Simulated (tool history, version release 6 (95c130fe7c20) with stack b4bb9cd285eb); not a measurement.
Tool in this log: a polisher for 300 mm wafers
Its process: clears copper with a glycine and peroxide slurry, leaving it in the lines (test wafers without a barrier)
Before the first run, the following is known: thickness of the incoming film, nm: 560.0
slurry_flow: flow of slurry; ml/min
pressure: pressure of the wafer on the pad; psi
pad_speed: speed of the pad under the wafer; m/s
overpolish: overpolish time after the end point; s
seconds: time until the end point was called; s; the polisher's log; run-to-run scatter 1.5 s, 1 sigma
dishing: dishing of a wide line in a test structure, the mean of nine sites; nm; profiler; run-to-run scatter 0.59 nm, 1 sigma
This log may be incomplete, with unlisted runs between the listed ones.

Run 1, hour 0: slurry_flow 215 ml/min, pressure 3.4 psi, pad_speed 0.8 m/s, overpolish 15 s. Result: seconds 92.648 s, dishing 62.603 nm.
Run 2, hour 7.3: slurry_flow 215 ml/min, pressure 3.4 psi, pad_speed 0.6 m/s, overpolish 15 s. Result: seconds 108.79 s, dishing 55.538 nm.
Run 3, hour 12: slurry_flow 210 ml/min, pressure 3.3 psi, pad_speed 0.64 m/s, overpolish 13 s. Result: seconds 105.82 s, dishing 51.515 nm.
Run 4, hour 17.5: slurry_flow 210 ml/min, pressure 3.3 psi, pad_speed 0.44 m/s, overpolish 13 s. Result: seconds 123.97 s, dishing 44.21 nm.
Run 5, hour 25.4: slurry_flow 220 ml/min, pressure 3.4 psi, pad_speed 0.44 m/s, overpolish 12 s. Result: seconds 118.71 s, dishing 41.051 nm.
Run 6, hour 31.7: slurry_flow 220 ml/min, pressure 3.4 psi, pad_speed 0.44 m/s, overpolish 17 s. Result: seconds 123.41 s, dishing 56.464 nm.
Run 7, hour 34.3: slurry_flow 230 ml/min, pressure 3.5 psi, pad_speed 0.44 m/s, overpolish 15 s. Result: seconds 118.94 s, dishing 54.654 nm.
Run 8, hour 37.5: slurry_flow 170 ml/min, pressure 2.5 psi, pad_speed 0.66 m/s, overpolish 8 s. Result: seconds 133.81 s, dishing 26.862 nm.

Run 9 has not been measured yet. What should we expect?
Run 9, hour 45: slurry_flow 175 ml/min, pressure 3.4 psi, pad_speed 0.84 m/s, overpolish 4 s. Result: seconds ?, dishing ?.

{"run 9": {"seconds": 92.178, "dishing": 19.931}}
